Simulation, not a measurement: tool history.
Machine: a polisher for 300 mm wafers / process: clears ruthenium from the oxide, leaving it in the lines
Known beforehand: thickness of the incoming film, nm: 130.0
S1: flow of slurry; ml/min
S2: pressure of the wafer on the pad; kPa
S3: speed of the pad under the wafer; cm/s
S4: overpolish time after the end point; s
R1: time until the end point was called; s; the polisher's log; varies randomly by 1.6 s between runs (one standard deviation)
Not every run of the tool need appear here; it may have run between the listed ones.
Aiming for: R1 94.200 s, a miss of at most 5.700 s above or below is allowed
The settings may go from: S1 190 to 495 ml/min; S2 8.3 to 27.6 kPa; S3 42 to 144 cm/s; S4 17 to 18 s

Run 1, hour 0.0: S1 320 ml/min, S2 17.9 kPa, S3 92 cm/s, S4 17 s. Result: R1 128.810 s.
Run 2, hour 1.8: S1 360 ml/min, S2 17.9 kPa, S3 92 cm/s, S4 17 s. Result: R1 131.460 s.
Run 3, hour 7.6: S1 360 ml/min, S2 15.9 kPa, S3 92 cm/s, S4 17 s. Result: R1 142.380 s.
Run 4, hour 10.8: S1 360 ml/min, S2 15.9 kPa, S3 92 cm/s, S4 18 s. Result: R1 145.680 s.
Run 5, hour 19.3: S1 360 ml/min, S2 15.9 kPa, S3 112 cm/s, S4 18 s. Result: R1 118.110 s.
Run 6, hour 25.8: S1 360 ml/min, S2 17.2 kPa, S3 114 cm/s, S4 18 s. Result: R1 106.710 s.
Run 7, hour 33.6: S1 360 ml/min, S2 17.9 kPa, S3 114 cm/s, S4 18 s. Result: R1 102.500 s.
Run 8, hour 38.1: S1 360 ml/min, S2 18.6 kPa, S3 114 cm/s, S4 18 s. Result: R1 101.800 s.

Exercise: of the 5 proposed moves below, exactly one satisfies all targets within the stated allowed misses. Which move is it?
Run A, hour 42.6: S1 370 ml/min, S2 25.5 kPa, S3 110 cm/s, S4 18 s. Result: R1 ?.
Run B, hour 42.6: S1 355 ml/min, S2 18.6 kPa, S3 142 cm/s, S4 17 s. Result: R1 ?.
Run C, hour 42.6: S1 390 ml/min, S2 21.4 kPa, S3 100 cm/s, S4 17 s. Result: R1 ?.
Run D, hour 42.6: S1 370 ml/min, S2 20.0 kPa, S3 114 cm/s, S4 17 s. Result: R1 ?.
Run E, hour 42.6: S1 490 ml/min, S2 18.6 kPa, S3 140 cm/s, S4 18 s. Result: R1 ?.

move       R1
   A   81.882
   B   83.268
   C  103.970
   D   97.064
   E   82.723
A: pushes the last run's worst result past its target
B: pushes the last run's worst result past its target
C: moves away from the targets compared with the last run
D: each result inside its tolerance
E: pushes the last run's worst result past its target
Correct choice: D, which meets every target
